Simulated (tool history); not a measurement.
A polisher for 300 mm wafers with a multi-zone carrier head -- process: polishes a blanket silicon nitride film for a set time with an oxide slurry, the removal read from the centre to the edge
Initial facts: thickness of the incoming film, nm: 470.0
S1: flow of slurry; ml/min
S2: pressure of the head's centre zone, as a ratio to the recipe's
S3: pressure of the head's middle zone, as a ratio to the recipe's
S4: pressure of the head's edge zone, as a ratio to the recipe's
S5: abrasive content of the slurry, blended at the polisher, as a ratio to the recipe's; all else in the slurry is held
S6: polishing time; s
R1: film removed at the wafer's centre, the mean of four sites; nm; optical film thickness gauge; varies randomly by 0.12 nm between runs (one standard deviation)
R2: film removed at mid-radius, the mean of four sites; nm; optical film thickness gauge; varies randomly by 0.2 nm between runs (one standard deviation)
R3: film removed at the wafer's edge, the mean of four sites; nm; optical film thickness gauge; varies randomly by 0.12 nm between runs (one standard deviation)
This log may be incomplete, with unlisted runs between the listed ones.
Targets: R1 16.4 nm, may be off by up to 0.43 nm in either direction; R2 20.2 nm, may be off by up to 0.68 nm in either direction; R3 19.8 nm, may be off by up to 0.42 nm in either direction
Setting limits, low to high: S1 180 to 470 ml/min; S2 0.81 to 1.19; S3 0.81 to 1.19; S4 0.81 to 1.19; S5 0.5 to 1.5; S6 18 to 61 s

run	hour	S1	S2	S3	S4	S5	S6	R1	R2	R3
1	0	300	1	1	1	1	39	21.522	21.66	20.839
2	6.7	285	0.95	1	1	1	39	20.327	21.167	20.72
3	9.7	285	0.95	1.08	1	1	39	20.276	22.891	21.037
4	16.9	270	0.91	1.07	1	1	39	18.938	22.396	20.776
5	23.8	195	0.91	1.07	1	1	39	18.276	21.44	20.253
6	30.1	225	0.91	1.07	1	1	39	18.389	22.204	20.323
7	33.5	215	0.89	1.05	1.01	1	39	18.369	21.607	20.289
8	40.7	225	0.81	1.05	1.1	0.85	39	15.455	20.222	19.866
9	42.8	235	0.82	1.05	1.09	0.85	39	15.951	20.282	19.924

Next run, 4 choices. One meets every target within its allowed miss, the rest don't. Which?
A	44.9	350	0.93	1.15	1.02	0.65	41	?	?	?
B	44.9	250	0.91	1.08	1.05	0.7	41	?	?	?
C	44.9	270	0.85	1.04	1.08	0.7	42	?	?	?
D	44.9	240	0.82	1.03	1.14	0.95	36	?	?	?

move	R1	R2	R3
A	17.647	21.475	18.513
B	17.147	20.303	18.918
C	16.571	20.343	19.809
D	15.4	19.478	19.732
A: carries the result that was furthest off beyond its target, to the other side
B: carries the result that was furthest off beyond its target, to the other side
C: all results land within tolerance of their targets
D: further off than the last run
Answer: C
